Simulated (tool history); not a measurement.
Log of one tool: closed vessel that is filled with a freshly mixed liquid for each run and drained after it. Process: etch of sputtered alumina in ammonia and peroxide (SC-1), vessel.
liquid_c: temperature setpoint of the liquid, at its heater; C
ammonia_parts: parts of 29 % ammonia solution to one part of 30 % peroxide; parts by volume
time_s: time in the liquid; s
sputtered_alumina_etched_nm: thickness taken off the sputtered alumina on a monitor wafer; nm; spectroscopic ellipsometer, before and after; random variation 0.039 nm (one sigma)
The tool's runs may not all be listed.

{"run": 1, "hour": 0.0, "liquid_c": 48, "ammonia_parts": 0.8, "time_s": 190, "sputtered_alumina_etched_nm": 6.0578}
{"run": 2, "hour": 8.8, "liquid_c": 43, "ammonia_parts": 0.8, "time_s": 190, "sputtered_alumina_etched_nm": 4.5208}
{"run": 3, "hour": 16.3, "liquid_c": 38, "ammonia_parts": 0.8, "time_s": 190, "sputtered_alumina_etched_nm": 3.4647}
{"run": 4, "hour": 25.2, "liquid_c": 38, "ammonia_parts": 0.8, "time_s": 190, "sputtered_alumina_etched_nm": 3.4305}
{"run": 5, "hour": 28.4, "liquid_c": 39.5, "ammonia_parts": 0.8, "time_s": 190, "sputtered_alumina_etched_nm": 3.7861}
{"run": 6, "hour": 31.2, "liquid_c": 38, "ammonia_parts": 0.8, "time_s": 190, "sputtered_alumina_etched_nm": 3.3862}

Run 7 comes next. What will it give?
{"run": 7, "hour": 39.3, "liquid_c": 39.5, "ammonia_parts": 0.8, "time_s": 190, "sputtered_alumina_etched_nm": "?"}

sputtered_alumina_etched_nm: 3.7297 nm

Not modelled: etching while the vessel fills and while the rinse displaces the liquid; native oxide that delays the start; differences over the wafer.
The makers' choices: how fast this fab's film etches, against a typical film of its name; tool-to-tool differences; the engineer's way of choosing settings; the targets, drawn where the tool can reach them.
